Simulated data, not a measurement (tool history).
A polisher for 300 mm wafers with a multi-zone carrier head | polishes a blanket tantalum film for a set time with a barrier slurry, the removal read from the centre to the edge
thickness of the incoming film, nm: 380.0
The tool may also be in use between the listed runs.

run    day  flow of slurry (ml/min)  pressure of the head's centre zone  pressure of the head's middle zone  pressure of the head's edge zone  abrasive content of the slurry  polishing time (s)  film removed at the wafer's centre (angstrom)  film removed at mid-radius (angstrom)  film removed at the wafer's edge (angstrom)
  1      0                      260                                   1                                   1                                 1                               1                  57                                           1390                                 1390.8                                       1303.3
  2  0.242                      260                                   1                                   1                              0.94                               1                  57                                         1357.3                                 1379.5                                       1290.3
  3  0.354                      270                                0.99                                1.03                              0.96                            1.05                  57                                         1389.2                                 1461.2                                       1329.8
  4  0.517                      270                                0.94                                1.03                              0.96                            1.05                  57                                         1337.1                                 1440.4                                       1312.7
  5   0.75                      270                                   1                                1.03                              0.96                            1.05                  57                                         1415.5                                   1460                                       1323.8
  6  1.012                      320                                   1                                1.03                              0.96                            1.05                  57                                         1435.3                                 1476.5                                       1333.2
  7  1.267                      320                                   1                                1.03                              0.96                            1.05                  57                                         1398.6                                 1478.7                                       1340.7
  8  1.633                      325                                   1                                1.06                              0.98                             1.1                  57                                         1424.9                                 1541.2                                       1361.7

The next listed run, before its measurement:
  9  1.688                      325                                   1                                1.08                              0.99                            1.15                  57                                              ?                                      ?                                            ?

film removed at the wafer's centre (angstrom): 1466.7
film removed at mid-radius (angstrom): 1571.9
film removed at the wafer's edge (angstrom): 1392.4
